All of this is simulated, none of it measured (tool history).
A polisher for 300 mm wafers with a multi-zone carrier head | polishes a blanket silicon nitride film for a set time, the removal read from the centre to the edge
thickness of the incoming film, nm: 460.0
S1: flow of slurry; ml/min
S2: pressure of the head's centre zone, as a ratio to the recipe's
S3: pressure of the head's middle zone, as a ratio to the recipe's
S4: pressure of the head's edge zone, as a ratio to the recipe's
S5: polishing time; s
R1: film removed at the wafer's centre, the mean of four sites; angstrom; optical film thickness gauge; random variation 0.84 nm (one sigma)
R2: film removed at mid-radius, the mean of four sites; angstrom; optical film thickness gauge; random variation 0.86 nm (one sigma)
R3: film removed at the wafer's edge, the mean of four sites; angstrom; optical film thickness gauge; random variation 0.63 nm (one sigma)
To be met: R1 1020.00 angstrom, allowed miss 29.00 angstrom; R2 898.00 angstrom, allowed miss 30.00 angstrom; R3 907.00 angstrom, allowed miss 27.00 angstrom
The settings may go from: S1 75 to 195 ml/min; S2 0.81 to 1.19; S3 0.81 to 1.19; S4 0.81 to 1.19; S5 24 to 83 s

{"run": 1, "hour": 0.0, "S1": 125, "S2": 1.0, "S3": 1.0, "S4": 1.0, "S5": 53, "R1": 1030.4, "R2": 1041.8, "R3": 1019.2}
{"run": 2, "hour": 6.1, "S1": 120, "S2": 1.02, "S3": 0.98, "S4": 0.98, "S5": 53, "R1": 1031.4, "R2": 1003.6, "R3": 999.85}
{"run": 3, "hour": 7.7, "S1": 120, "S2": 1.02, "S3": 0.98, "S4": 1.02, "S5": 53, "R1": 1031.9, "R2": 1003.0, "R3": 1020.4}
{"run": 4, "hour": 11.1, "S1": 120, "S2": 0.96, "S3": 0.98, "S4": 1.02, "S5": 53, "R1": 978.59, "R2": 985.38, "R3": 1028.3}
{"run": 5, "hour": 13.3, "S1": 120, "S2": 0.9, "S3": 0.98, "S4": 1.02, "S5": 53, "R1": 915.61, "R2": 1014.9, "R3": 1021.5}
{"run": 6, "hour": 18.3, "S1": 120, "S2": 0.9, "S3": 0.98, "S4": 1.02, "S5": 63, "R1": 1083.3, "R2": 1179.9, "R3": 1205.9}
{"run": 7, "hour": 19.0, "S1": 115, "S2": 0.93, "S3": 0.96, "S4": 0.98, "S5": 61, "R1": 1061.7, "R2": 1119.7, "R3": 1159.5}
{"run": 8, "hour": 25.1, "S1": 115, "S2": 0.97, "S3": 0.96, "S4": 0.96, "S5": 58, "R1": 1058.3, "R2": 1070.3, "R3": 1084.7}
{"run": 9, "hour": 31.4, "S1": 85, "S2": 1.05, "S3": 0.87, "S4": 0.86, "S5": 53, "R1": 930.34, "R2": 820.05, "R3": 885.02}
{"run": 10, "hour": 39.2, "S1": 90, "S2": 1.05, "S3": 0.88, "S4": 0.85, "S5": 53, "R1": 946.93, "R2": 843.83, "R3": 890.3}
{"run": 11, "hour": 43.0, "S1": 95, "S2": 1.05, "S3": 0.88, "S4": 0.84, "S5": 53, "R1": 985.14, "R2": 847.58, "R3": 899.82}
{"run": 12, "hour": 44.6, "S1": 110, "S2": 1.05, "S3": 0.93, "S4": 0.82, "S5": 53, "R1": 1018.9, "R2": 932.74, "R3": 916.03}

4 next moves are on the table. One of them brings every result within its allowed miss. Which?
{"run": "A", "hour": 46.2, "S1": 105, "S2": 1.05, "S3": 0.96, "S4": 0.81, "S5": 50, "R1": "?", "R2": "?", "R3": "?"}
{"run": "B", "hour": 46.2, "S1": 100, "S2": 1.05, "S3": 0.9, "S4": 0.81, "S5": 54, "R1": "?", "R2": "?", "R3": "?"}
{"run": "C", "hour": 46.2, "S1": 85, "S2": 1.01, "S3": 0.84, "S4": 0.82, "S5": 60, "R1": "?", "R2": "?", "R3": "?"}
{"run": "D", "hour": 46.2, "S1": 125, "S2": 1.13, "S3": 0.85, "S4": 0.87, "S5": 50, "R1": "?", "R2": "?", "R3": "?"}

move=A R1=957.30 R2=885.41 R3=852.18
move=B R1=1015.80 R2=892.65 R3=911.77
move=C R1=1016.50 R2=885.88 R3=981.85
move=D R1=1087.10 R2=838.67 R3=909.66
A: brings the result that was furthest off to its target, and leaves another outside
B: meets every target
C: brings the result that was furthest off to its target, and leaves another outside
D: takes the result that was furthest off past its target
Answer: B
